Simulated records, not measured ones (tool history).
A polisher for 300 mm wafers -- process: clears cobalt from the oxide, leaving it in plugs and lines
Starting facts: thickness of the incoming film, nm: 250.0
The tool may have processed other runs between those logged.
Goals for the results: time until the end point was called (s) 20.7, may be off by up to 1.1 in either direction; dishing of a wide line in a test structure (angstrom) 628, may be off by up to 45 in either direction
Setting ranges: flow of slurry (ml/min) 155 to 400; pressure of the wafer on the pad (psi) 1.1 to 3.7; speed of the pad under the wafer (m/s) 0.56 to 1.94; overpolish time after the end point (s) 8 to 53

| run | day | flow of slurry (ml/min) | pressure of the wafer on the pad (psi) | speed of the pad under the wafer (m/s) | overpolish time after the end point (s) | time until the end point was called (s) | dishing of a wide line in a test structure (angstrom) |
|---|---|---|---|---|---|---|---|
| 1 | 0 | 255 | 2.4 | 1.24 | 27 | 26.741 | 617.96 |
| 2 | 0.058 | 255 | 2.5 | 1.24 | 27 | 25.655 | 613.34 |
| 3 | 0.288 | 255 | 2.5 | 1.24 | 21 | 26.371 | 585.18 |
| 4 | 0.592 | 255 | 2.5 | 1.24 | 14 | 25.768 | 538.78 |
| 5 | 0.796 | 255 | 2.6 | 1.24 | 16 | 25.319 | 561.85 |
| 6 | 0.925 | 255 | 2.6 | 0.94 | 16 | 31.658 | 523.69 |
| 7 | 1.242 | 255 | 2.8 | 0.96 | 19 | 30.025 | 573.6 |
| 8 | 1.404 | 255 | 2.9 | 1 | 18 | 27.519 | 559.59 |
| 9 | 1.529 | 255 | 3 | 1 | 19 | 26.622 | 600.18 |
| 10 | 1.604 | 255 | 3.1 | 1.02 | 18 | 25.405 | 596.12 |
| 11 | 1.821 | 255 | 3.6 | 1.06 | 28 | 22.134 | 628.04 |

Which of these 5 next moves meets every target?
| A | 2.038 | 260 | 3.3 | 1.02 | 31 | ? | ? |
| B | 2.038 | 290 | 3.6 | 0.96 | 41 | ? | ? |
| C | 2.038 | 275 | 3.6 | 0.98 | 33 | ? | ? |
| D | 2.038 | 225 | 3.7 | 0.82 | 34 | ? | ? |
| E | 2.038 | 210 | 3.7 | 1.14 | 27 | ? | ? |

| move | time until the end point was called (s) | dishing of a wide line in a test structure (angstrom) |
|---|---|---|
| A | 24.993 | 655.46 |
| B | 24.233 | 661.28 |
| C | 23.961 | 658.12 |
| D | 27.569 | 655.79 |
| E | 21.39 | 655.01 |
A: lands further from the targets than the last run did
B: lands further from the targets than the last run did
C: lands further from the targets than the last run did
D: lands further from the targets than the last run did
E: every result within its allowed miss
E meets every target.
